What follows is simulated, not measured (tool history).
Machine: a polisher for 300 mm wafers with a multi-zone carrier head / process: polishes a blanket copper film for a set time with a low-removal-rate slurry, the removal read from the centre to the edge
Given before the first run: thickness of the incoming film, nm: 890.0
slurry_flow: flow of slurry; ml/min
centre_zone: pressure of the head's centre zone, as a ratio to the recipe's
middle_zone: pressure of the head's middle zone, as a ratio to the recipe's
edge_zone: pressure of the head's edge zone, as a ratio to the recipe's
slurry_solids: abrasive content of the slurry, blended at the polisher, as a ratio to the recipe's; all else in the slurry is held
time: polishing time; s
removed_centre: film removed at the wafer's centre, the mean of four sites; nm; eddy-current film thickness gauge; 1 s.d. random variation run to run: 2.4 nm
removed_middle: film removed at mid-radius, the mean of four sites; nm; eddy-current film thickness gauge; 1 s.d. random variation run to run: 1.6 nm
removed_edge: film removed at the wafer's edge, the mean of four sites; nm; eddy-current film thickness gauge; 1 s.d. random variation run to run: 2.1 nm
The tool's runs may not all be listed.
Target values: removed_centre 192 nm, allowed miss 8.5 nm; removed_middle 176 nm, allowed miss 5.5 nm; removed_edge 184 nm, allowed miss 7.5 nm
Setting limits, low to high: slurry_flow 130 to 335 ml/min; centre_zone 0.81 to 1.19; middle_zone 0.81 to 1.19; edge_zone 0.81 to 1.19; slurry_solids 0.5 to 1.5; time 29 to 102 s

| run | day | slurry_flow | centre_zone | middle_zone | edge_zone | slurry_solids | time | removed_centre | removed_middle | removed_edge |
|---|---|---|---|---|---|---|---|---|---|---|
| 1 | 0 | 215 | 1 | 1 | 1 | 1 | 65 | 188.15 | 186.53 | 187.48 |
| 2 | 0.038 | 215 | 1 | 0.99 | 1 | 1 | 65 | 190.57 | 184.2 | 186.91 |
| 3 | 0.379 | 205 | 1.01 | 0.97 | 0.99 | 1 | 65 | 186.98 | 182.61 | 185.09 |
| 4 | 0.404 | 205 | 1.01 | 0.97 | 0.99 | 1 | 71 | 208.06 | 200.04 | 201.64 |
|  | 0.546 | worn pad replaced by a new one |
| 5 | 0.546 | 205 | 1.01 | 0.97 | 0.94 | 1 | 71 | 230.97 | 223.75 | 220.49 |
| 6 | 0.862 | 200 | 1.02 | 0.97 | 0.95 | 1 | 71 | 234.27 | 226.03 | 218.9 |
| 7 | 0.921 | 195 | 1.02 | 0.96 | 0.96 | 0.95 | 71 | 229.64 | 219.7 | 219.92 |
| 8 | 1.296 | 195 | 1.02 | 0.96 | 0.96 | 0.95 | 71 | 232.28 | 221.89 | 223.71 |
| 9 | 1.367 | 210 | 1.01 | 0.95 | 0.97 | 1 | 71 | 230.13 | 226.07 | 226.84 |
| 10 | 1.421 | 200 | 1.01 | 0.96 | 0.98 | 1 | 71 | 234.23 | 224.43 | 226.14 |

Exercise: of the 5 proposed moves below, exactly one satisfies all targets within the stated allowed misses. Which move is it?
| A | 1.475 | 255 | 1 | 1.01 | 0.81 | 1 | 57 | ? | ? | ? |
| B | 1.475 | 225 | 0.94 | 0.9 | 1 | 0.8 | 63 | ? | ? | ? |
| C | 1.475 | 230 | 1.04 | 0.93 | 1.01 | 1.05 | 55 | ? | ? | ? |
| D | 1.475 | 155 | 1.11 | 0.97 | 0.93 | 1.05 | 61 | ? | ? | ? |
| E | 1.475 | 195 | 0.82 | 0.94 | 1.04 | 1 | 61 | ? | ? | ? |

| move | removed_centre | removed_middle | removed_edge |
|---|---|---|---|
| A | 193.86 | 192.44 | 172.23 |
| B | 191.86 | 188.33 | 199.65 |
| C | 192.33 | 175.95 | 183.82 |
| D | 209.16 | 186.68 | 186.27 |
| E | 167.43 | 190.08 | 201.24 |
A: better than the last run, though not everything is in spec
B: better than the last run, though not everything is in spec
C: hits every target within its allowed miss
D: better than the last run, though not everything is in spec
E: better than the last run, though not everything is in spec
Go with C: it meets all targets.
